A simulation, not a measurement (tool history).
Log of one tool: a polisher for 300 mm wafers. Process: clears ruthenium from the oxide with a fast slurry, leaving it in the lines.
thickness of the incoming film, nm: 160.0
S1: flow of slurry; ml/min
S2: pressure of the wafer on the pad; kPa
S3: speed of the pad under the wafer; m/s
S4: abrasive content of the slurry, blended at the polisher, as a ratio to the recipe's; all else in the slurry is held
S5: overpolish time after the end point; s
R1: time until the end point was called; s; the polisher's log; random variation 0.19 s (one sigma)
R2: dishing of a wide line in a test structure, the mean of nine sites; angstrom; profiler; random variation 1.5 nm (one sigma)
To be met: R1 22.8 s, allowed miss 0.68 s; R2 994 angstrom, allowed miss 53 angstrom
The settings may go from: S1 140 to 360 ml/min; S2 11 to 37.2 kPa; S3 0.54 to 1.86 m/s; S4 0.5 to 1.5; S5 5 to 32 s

Run 1, hour 0: S1 230 ml/min, S2 24.1 kPa, S3 1.18 m/s, S4 1, S5 16 s. Result: R1 31.061 s, R2 566.08 angstrom.
Run 2, hour 7.7: S1 230 ml/min, S2 24.1 kPa, S3 1.18 m/s, S4 1.1, S5 16 s. Result: R1 29.243 s, R2 582.81 angstrom.
Run 3, hour 13.3: S1 230 ml/min, S2 24.1 kPa, S3 1.34 m/s, S4 1.1, S5 16 s. Result: R1 26.305 s, R2 658.13 angstrom.
Run 4, hour 19.2: S1 230 ml/min, S2 25.5 kPa, S3 1.34 m/s, S4 1.1, S5 18 s. Result: R1 25.3 s, R2 752.22 angstrom.
Run 5, hour 27: S1 235 ml/min, S2 26.2 kPa, S3 1.34 m/s, S4 1.1, S5 19 s. Result: R1 24.543 s, R2 780 angstrom.
Run 6, hour 29.6: S1 235 ml/min, S2 26.9 kPa, S3 1.34 m/s, S4 1.1, S5 20 s. Result: R1 24.204 s, R2 854.25 angstrom.
Run 7, hour 38.3: S1 235 ml/min, S2 27.6 kPa, S3 1.34 m/s, S4 1.1, S5 21 s. Result: R1 23.111 s, R2 903.49 angstrom.
Run 8, hour 44.5: S1 235 ml/min, S2 27.6 kPa, S3 1.34 m/s, S4 1.1, S5 22 s. Result: R1 23.532 s, R2 918.31 angstrom.
At hour 45.8: slurry blender recalibrated.
Run 9, hour 45.8: S1 240 ml/min, S2 28.3 kPa, S3 1.34 m/s, S4 1.1, S5 23 s. Result: R1 19.179 s, R2 1124.5 angstrom.

Which of these 5 next moves meets every target?
Run A, hour 47.1: S1 180 ml/min, S2 22.1 kPa, S3 1.2 m/s, S4 1.35, S5 26 s. Result: R1 ?, R2 ?.
Run B, hour 47.1: S1 220 ml/min, S2 24.1 kPa, S3 1.3 m/s, S4 1.1, S5 24 s. Result: R1 ?, R2 ?.
Run C, hour 47.1: S1 200 ml/min, S2 24.1 kPa, S3 1.24 m/s, S4 1.05, S5 26 s. Result: R1 ?, R2 ?.
Run D, hour 47.1: S1 240 ml/min, S2 29 kPa, S3 1.46 m/s, S4 1.25, S5 26 s. Result: R1 ?, R2 ?.
Run E, hour 47.1: S1 200 ml/min, S2 25.5 kPa, S3 1.16 m/s, S4 1.05, S5 21 s. Result: R1 ?, R2 ?.

move      R1      R2
   A  24.565  1034.4
   B  22.881  1027.8
   C  24.805  1027.3
   D   16.64  1334.1
   E  25.238  866.27
A: takes the result that was furthest off past its target
B: meets every target
C: takes the result that was furthest off past its target
D: further off than the last run
E: takes the result that was furthest off past its target
Move B is the one to make.
